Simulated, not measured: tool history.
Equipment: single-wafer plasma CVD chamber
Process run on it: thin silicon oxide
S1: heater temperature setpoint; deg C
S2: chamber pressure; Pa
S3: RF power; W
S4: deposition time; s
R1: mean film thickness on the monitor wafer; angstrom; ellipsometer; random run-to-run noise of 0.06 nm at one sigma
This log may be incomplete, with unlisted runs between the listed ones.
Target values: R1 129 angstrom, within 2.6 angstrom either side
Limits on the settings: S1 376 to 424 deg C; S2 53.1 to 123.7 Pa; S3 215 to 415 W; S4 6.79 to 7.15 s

run,day,S1,S2,S3,S4,R1
1,0,400,88.4,315,7.15,111.41
2,0.025,400,103.2,315,7.15,124.04
3,0.112,400,104,315,7.15,124.89
4,0.408,406,104,315,7.15,124.08
5,0.75,406,104,315,7.15,123.95
6,1.038,406,104.8,315,7.15,125.39
7,1.3,406,105.3,315,7.15,125
8,1.533,406,105.9,315,7.15,125.6

Exercise: of the 4 proposed moves below, exactly one satisfies all targets within the stated allowed misses. Which move is it?
A,1.767,408,111.1,310,6.84,?
B,1.767,402,112.9,330,6.88,?
C,1.767,412,117.3,305,6.79,?
D,1.767,410,118.4,325,7.15,?

move,R1
A,122.88
B,128.96
C,125.13
D,136.57
A: further off than the last run
B: every result within its allowed miss
C: further off than the last run
D: takes the result that was furthest off past its target
So the answer is move B, the one that meets all the targets.

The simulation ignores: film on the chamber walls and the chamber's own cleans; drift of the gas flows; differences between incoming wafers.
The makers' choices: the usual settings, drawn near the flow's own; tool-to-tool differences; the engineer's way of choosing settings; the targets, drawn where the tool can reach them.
